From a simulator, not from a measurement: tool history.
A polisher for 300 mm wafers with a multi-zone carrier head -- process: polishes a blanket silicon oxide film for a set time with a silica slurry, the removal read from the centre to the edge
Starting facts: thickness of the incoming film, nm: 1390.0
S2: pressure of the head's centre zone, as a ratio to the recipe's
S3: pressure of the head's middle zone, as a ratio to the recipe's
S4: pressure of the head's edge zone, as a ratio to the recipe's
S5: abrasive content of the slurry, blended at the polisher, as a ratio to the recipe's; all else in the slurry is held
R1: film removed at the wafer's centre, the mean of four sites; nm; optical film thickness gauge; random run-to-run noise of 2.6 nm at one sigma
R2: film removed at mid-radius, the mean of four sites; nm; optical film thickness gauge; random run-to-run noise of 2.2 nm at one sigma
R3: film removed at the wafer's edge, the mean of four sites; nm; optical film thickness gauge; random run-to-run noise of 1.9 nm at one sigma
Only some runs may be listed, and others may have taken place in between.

{"run": 1, "hour": 0.0, "flow of slurry (ml/min)": 180, "S2": 1, "S3": 1, "S4": 1, "S5": 1, "polishing time (s)": 38, "R1": 101.72, "R2": 110.92, "R3": 106.31}
{"run": 2, "hour": 1.7, "flow of slurry (ml/min)": 180, "S2": 1.06, "S3": 1, "S4": 1, "S5": 1, "polishing time (s)": 38, "R1": 105.01, "R2": 110.08, "R3": 106.69}
{"run": 3, "hour": 6.2, "flow of slurry (ml/min)": 180, "S2": 1.06, "S3": 1, "S4": 0.94, "S5": 1, "polishing time (s)": 38, "R1": 105.61, "R2": 108.81, "R3": 106.32}
{"run": 4, "hour": 13.6, "flow of slurry (ml/min)": 185, "S2": 1.04, "S3": 1.01, "S4": 0.95, "S5": 1.1, "polishing time (s)": 41, "R1": 120.38, "R2": 125.78, "R3": 121.34}
{"run": 5, "hour": 15.1, "flow of slurry (ml/min)": 185, "S2": 1.04, "S3": 1.08, "S4": 0.95, "S5": 1.1, "polishing time (s)": 41, "R1": 120.1, "R2": 133.94, "R3": 119.99}
{"run": 6, "hour": 19.1, "flow of slurry (ml/min)": 190, "S2": 1.02, "S3": 1.08, "S4": 0.97, "S5": 1.2, "polishing time (s)": 43, "R1": 129.42, "R2": 148.57, "R3": 132.26}
{"run": 7, "hour": 25.5, "flow of slurry (ml/min)": 195, "S2": 1.01, "S3": 1.07, "S4": 0.98, "S5": 1.25, "polishing time (s)": 45, "R1": 140.51, "R2": 157.07, "R3": 142.92}
{"run": 8, "hour": 32.6, "flow of slurry (ml/min)": 195, "S2": 1, "S3": 1.07, "S4": 0.99, "S5": 1.3, "polishing time (s)": 46, "R1": 143.5, "R2": 165.24, "R3": 151.14}
{"run": 9, "hour": 39.9, "flow of slurry (ml/min)": 195, "S2": 1, "S3": 1.07, "S4": 1, "S5": 1.35, "polishing time (s)": 47, "R1": 151.59, "R2": 170.53, "R3": 154.31}
{"run": 10, "hour": 41.8, "flow of slurry (ml/min)": 205, "S2": 0.99, "S3": 1.07, "S4": 1.01, "S5": 1.4, "polishing time (s)": 48, "R1": 155.63, "R2": 176.23, "R3": 162.08}

Predict the results of run 11:
{"run": 11, "hour": 45.8, "flow of slurry (ml/min)": 205, "S2": 0.99, "S3": 1.07, "S4": 1.02, "S5": 1.4, "polishing time (s)": 49, "R1": "?", "R2": "?", "R3": "?"}

Run 11 gave R1 162.73 nm, R2 182.13 nm, R3 169.98 nm.
